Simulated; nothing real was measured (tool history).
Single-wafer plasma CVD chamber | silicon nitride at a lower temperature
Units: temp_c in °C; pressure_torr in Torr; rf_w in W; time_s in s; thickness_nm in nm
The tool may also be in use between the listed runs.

run 1 day=0.000 | temp_c=350 pressure_torr=2.00 rf_w=285 time_s=44.1 | thickness_nm=59.264
run 2 day=0.275 | temp_c=350 pressure_torr=1.94 rf_w=280 time_s=44.1 | thickness_nm=57.719
run 3 day=0.358 | temp_c=350 pressure_torr=2.29 rf_w=280 time_s=44.1 | thickness_nm=60.565
run 4 day=0.721 | temp_c=350 pressure_torr=2.21 rf_w=275 time_s=44.1 | thickness_nm=58.320
run 5 day=0.992 | temp_c=350 pressure_torr=2.21 rf_w=275 time_s=45.5 | thickness_nm=60.022
run 6 day=1.150 | temp_c=350 pressure_torr=2.16 rf_w=270 time_s=45.5 | thickness_nm=59.284
run 7 day=1.467 | temp_c=350 pressure_torr=2.10 rf_w=265 time_s=45.5 | thickness_nm=58.654
run 8 day=1.662 | temp_c=350 pressure_torr=2.06 rf_w=260 time_s=45.4 | thickness_nm=56.976
run 9 day=1.925 | temp_c=350 pressure_torr=2.01 rf_w=255 time_s=45.4 | thickness_nm=55.028
run 10 day=2.088 | temp_c=350 pressure_torr=1.97 rf_w=255 time_s=45.4 | thickness_nm=54.958
-- day=2.362 thermocouple changed; heater temperature recalibrated
run 11 day=2.362 | temp_c=350 pressure_torr=1.93 rf_w=255 time_s=45.4 | thickness_nm=54.674
run 12 day=2.662 | temp_c=350 pressure_torr=1.89 rf_w=255 time_s=45.4 | thickness_nm=54.483
run 13 day=3.021 | temp_c=350 pressure_torr=1.85 rf_w=255 time_s=45.4 | thickness_nm=53.592

Forecast run 14:
run 14 day=3.104 | temp_c=350 pressure_torr=1.82 rf_w=255 time_s=45.4 | thickness_nm=?

{"run 14": {"thickness_nm": 54.566}}
